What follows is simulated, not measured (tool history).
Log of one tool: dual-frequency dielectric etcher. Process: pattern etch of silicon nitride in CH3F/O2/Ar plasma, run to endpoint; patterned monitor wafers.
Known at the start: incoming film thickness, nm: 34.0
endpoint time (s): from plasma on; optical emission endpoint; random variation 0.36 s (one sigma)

run  hour  source power (kW)  bias power (kW)  endpoint time (s)
  1     0               0.36            0.074             58.012
  2   0.9               0.36            0.065             60.678
  3   3.1                0.4            0.065             58.891
  4   7.5               0.41            0.068             56.958
  5   9.1               0.37            0.068             59.727
  6  17.1               0.39             0.07             57.785
  7  20.7                0.4            0.072              57.06
  8  26.9               0.41            0.074              56.17
  9  28.3               0.42            0.076             56.319

Forecast run 10:
 10  29.4               0.43             0.08                  ?

{"run 10": {"endpoint time (s)": 54.484}}
